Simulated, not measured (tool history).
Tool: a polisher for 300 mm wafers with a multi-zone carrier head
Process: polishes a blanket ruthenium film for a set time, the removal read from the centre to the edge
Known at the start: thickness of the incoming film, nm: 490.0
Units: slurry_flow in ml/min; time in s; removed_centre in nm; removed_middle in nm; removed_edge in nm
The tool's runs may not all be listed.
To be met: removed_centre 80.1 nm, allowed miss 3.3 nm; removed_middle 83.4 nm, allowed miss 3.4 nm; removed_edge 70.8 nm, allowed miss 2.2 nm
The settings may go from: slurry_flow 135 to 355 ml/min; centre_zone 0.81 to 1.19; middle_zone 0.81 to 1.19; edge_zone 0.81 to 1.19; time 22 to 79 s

| run | day | slurry_flow | centre_zone | middle_zone | edge_zone | time | removed_centre | removed_middle | removed_edge |
|---|---|---|---|---|---|---|---|---|---|
| 1 | 0 | 225 | 1 | 1 | 1 | 50 | 61.539 | 60.774 | 59.483 |
| 2 | 0.171 | 235 | 1.02 | 1.04 | 1.01 | 51 | 63.088 | 64.651 | 60.782 |
| 3 | 0.375 | 245 | 1.05 | 1.06 | 1.02 | 53 | 67.285 | 69.398 | 64.737 |
| 4 | 0.517 | 245 | 1.05 | 1.14 | 1.02 | 53 | 68.417 | 74.679 | 63.519 |
| 5 | 0.746 | 255 | 1.08 | 1.15 | 1.03 | 54 | 72.806 | 76.536 | 66.466 |
| 6 | 0.846 | 215 | 1.08 | 1.15 | 1.03 | 54 | 69.103 | 73.563 | 65.209 |
| 7 | 0.933 | 235 | 1.09 | 1.16 | 1.04 | 54 | 71.365 | 75.025 | 66.356 |
| 8 | 1.071 | 250 | 1.1 | 1.17 | 1.04 | 54 | 73.013 | 77.752 | 67.365 |
| 9 | 1.171 | 260 | 1.11 | 1.17 | 1.04 | 54 | 73.151 | 78.243 | 66.234 |
| 10 | 1.221 | 270 | 1.12 | 1.17 | 1.05 | 54 | 76.189 | 76.319 | 66.835 |

Which of these 5 next moves meets every target?
| A | 1.271 | 215 | 0.99 | 1.16 | 1.08 | 60 | ? | ? | ? |
| B | 1.271 | 240 | 1.19 | 1.02 | 1.14 | 56 | ? | ? | ? |
| C | 1.271 | 240 | 1.08 | 1.19 | 1.06 | 56 | ? | ? | ? |
| D | 1.271 | 260 | 1.1 | 1.16 | 0.99 | 59 | ? | ? | ? |
| E | 1.271 | 355 | 1.18 | 1.19 | 0.95 | 55 | ? | ? | ? |

| move | removed_centre | removed_middle | removed_edge |
|---|---|---|---|
| A | 71.849 | 83.57 | 74.684 |
| B | 81.909 | 70.786 | 72.543 |
| C | 74.377 | 80.834 | 69.763 |
| D | 80.639 | 84.086 | 71.619 |
| E | 83.427 | 82.549 | 66.96 |
A: brings the result that was furthest off to its target, and leaves another outside
B: further off than the last run
C: brings the result that was furthest off to its target, and leaves another outside
D: meets every target
E: brings the result that was furthest off to its target, and leaves another outside
Answer: D
